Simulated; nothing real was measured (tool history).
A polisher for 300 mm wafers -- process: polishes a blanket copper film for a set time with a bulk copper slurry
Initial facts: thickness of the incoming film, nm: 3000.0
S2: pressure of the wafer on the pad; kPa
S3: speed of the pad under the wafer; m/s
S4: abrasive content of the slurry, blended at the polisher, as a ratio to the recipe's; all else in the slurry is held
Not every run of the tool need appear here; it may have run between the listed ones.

run 1 hour=0.0 | flow_of_slurry_(ml/min)=200 S2=17.9 S3=1.38 S4=1.0 polishing_time_(s)=44 | film_removed_(nm)=605.66
run 2 hour=8.1 | flow_of_slurry_(ml/min)=200 S2=17.9 S3=1.60 S4=1.0 polishing_time_(s)=44 | film_removed_(nm)=672.57
run 3 hour=13.8 | flow_of_slurry_(ml/min)=200 S2=21.4 S3=1.60 S4=1.0 polishing_time_(s)=44 | film_removed_(nm)=802.36
run 4 hour=15.8 | flow_of_slurry_(ml/min)=205 S2=22.1 S3=1.60 S4=1.0 polishing_time_(s)=44 | film_removed_(nm)=829.17
run 5 hour=19.4 | flow_of_slurry_(ml/min)=205 S2=22.1 S3=1.60 S4=1.0 polishing_time_(s)=44 | film_removed_(nm)=848.79
run 6 hour=22.2 | flow_of_slurry_(ml/min)=205 S2=22.1 S3=1.34 S4=1.0 polishing_time_(s)=44 | film_removed_(nm)=723.74
run 7 hour=25.7 | flow_of_slurry_(ml/min)=210 S2=22.8 S3=1.36 S4=1.0 polishing_time_(s)=44 | film_removed_(nm)=747.99
run 8 hour=29.4 | flow_of_slurry_(ml/min)=210 S2=23.4 S3=1.38 S4=1.0 polishing_time_(s)=44 | film_removed_(nm)=782.36
run 9 hour=32.3 | flow_of_slurry_(ml/min)=210 S2=24.1 S3=1.40 S4=1.0 polishing_time_(s)=44 | film_removed_(nm)=811.33
run 10 hour=36.7 | flow_of_slurry_(ml/min)=210 S2=24.8 S3=1.42 S4=1.0 polishing_time_(s)=44 | film_removed_(nm)=855.59

Run 11 is up next; what results do you expect?
run 11 hour=42.5 | flow_of_slurry_(ml/min)=210 S2=25.5 S3=1.44 S4=1.0 polishing_time_(s)=44 | film_removed_(nm)=?

film removed (nm): 878.85
